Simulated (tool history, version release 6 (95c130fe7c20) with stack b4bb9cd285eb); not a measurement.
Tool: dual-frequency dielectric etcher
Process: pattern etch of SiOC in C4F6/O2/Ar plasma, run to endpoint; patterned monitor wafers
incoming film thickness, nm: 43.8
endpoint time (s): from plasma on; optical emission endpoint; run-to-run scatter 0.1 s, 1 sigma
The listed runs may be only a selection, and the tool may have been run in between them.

run    day  bias power (kW)  source power (kW)  endpoint time (s)
  1  0.000            0.332              0.360             18.282
  2  0.175            0.302              0.350             18.872
  3  0.208            0.277              0.340             19.406
  4  0.571            0.332              0.340             18.530
  5  0.850            0.332              0.320             18.638
  6  0.888            0.332              0.380             18.030
  7  1.100            0.296              0.360             18.825
  8  1.133            0.271              0.350             19.529
  9  1.308            0.257              0.350             19.776

Run 10, settings as shown, results not yet in. Your forecast:
 10  1.500            0.246              0.350                  ?

endpoint time (s): 20.012
